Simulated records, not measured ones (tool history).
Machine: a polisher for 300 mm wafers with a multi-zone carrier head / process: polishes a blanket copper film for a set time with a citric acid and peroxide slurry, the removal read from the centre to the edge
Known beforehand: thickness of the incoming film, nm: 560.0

run,hour,flow of slurry (ml/min),pressure of the head's centre zone,pressure of the head's middle zone,pressure of the head's edge zone,abrasive content of the slurry,polishing time (s),film removed at the wafer's centre (angstrom),film removed at mid-radius (angstrom),film removed at the wafer's edge (angstrom)
1,0.0,145,1.00,1.00,1.00,1.00,53,1353.2,1317.4,1317.2
2,8.4,150,1.00,1.03,1.02,1.10,54,1397.0,1452.0,1375.3
3,17.3,155,1.01,1.03,1.04,1.15,55,1459.5,1457.9,1429.0
4,22.8,160,1.01,1.05,1.06,1.20,56,1512.3,1540.1,1487.2
5,31.0,160,1.05,1.05,1.06,1.20,56,1556.0,1524.2,1475.3
6,39.4,165,1.04,1.07,1.07,1.25,57,1611.1,1612.4,1527.6
7,47.7,170,1.03,1.08,1.09,1.30,57,1608.7,1686.4,1566.0
8,52.9,175,1.03,1.08,1.10,1.35,57,1636.7,1690.8,1634.8

What does the tool deliver on the next run?
9,58.8,180,1.03,1.09,1.10,1.35,57,?,?,?

{"run 9": {"film removed at the wafer's centre (angstrom)": 1636.6, "film removed at mid-radius (angstrom)": 1710.2, "film removed at the wafer's edge (angstrom)": 1623.1}}

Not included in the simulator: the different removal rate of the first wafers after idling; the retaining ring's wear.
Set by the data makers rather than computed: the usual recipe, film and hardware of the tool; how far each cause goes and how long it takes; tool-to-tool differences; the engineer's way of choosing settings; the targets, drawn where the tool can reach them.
